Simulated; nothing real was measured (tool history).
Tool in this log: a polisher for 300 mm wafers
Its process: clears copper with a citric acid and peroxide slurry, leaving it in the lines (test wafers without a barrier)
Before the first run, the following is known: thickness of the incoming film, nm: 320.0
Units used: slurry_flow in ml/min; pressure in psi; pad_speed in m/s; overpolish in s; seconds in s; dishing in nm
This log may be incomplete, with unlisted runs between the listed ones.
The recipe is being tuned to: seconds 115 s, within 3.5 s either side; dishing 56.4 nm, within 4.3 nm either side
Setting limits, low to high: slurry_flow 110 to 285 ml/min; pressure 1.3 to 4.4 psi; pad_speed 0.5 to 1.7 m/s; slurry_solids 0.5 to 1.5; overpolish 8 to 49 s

run,hour,slurry_flow,pressure,pad_speed,slurry_solids,overpolish,seconds,dishing
1,0,180,2.8,1.1,1,25,132.13,45.8
2,2.5,185,2.9,1.1,1,26,128.06,48.136
3,10.1,200,2.9,1.1,1,26,126.47,48.264
4,17.9,200,2.9,1.36,1,26,102.92,57.941
5,23,200,2.5,1.36,1,26,115.71,51.174
6,31.8,200,2.5,1.58,1,26,100.6,54.652
7,34.1,190,2.4,1.58,1,27,105.38,53.571
8,35.8,185,2.4,1.58,1,28,105.12,59.674
9,37.8,180,2.4,1.58,1,28,105.12,56.83
10,45.4,175,2.4,1.58,1,28,105.92,55.005

Consider the 5 candidate settings below. Which is the only one whose results all fall within their allowed miss of target?
A,53,175,2.2,1.6,0.95,29,?,?
B,53,180,2.1,1.7,1.05,28,?,?
C,53,150,2.5,1.52,1.15,27,?,?
D,53,195,2.5,1.6,1.25,29,?,?
E,53,190,2.6,1.64,0.95,25,?,?

move,seconds,dishing
A,112.25,56.768
B,107.48,56.775
C,104.74,57.496
D,94.296,64.876
E,94.124,58.955
A: every result lands within tolerance
B: moves toward the targets from the last run without getting all of them in spec
C: misses by more than the last run did
D: misses by more than the last run did
E: misses by more than the last run did
Move A is the one to make.

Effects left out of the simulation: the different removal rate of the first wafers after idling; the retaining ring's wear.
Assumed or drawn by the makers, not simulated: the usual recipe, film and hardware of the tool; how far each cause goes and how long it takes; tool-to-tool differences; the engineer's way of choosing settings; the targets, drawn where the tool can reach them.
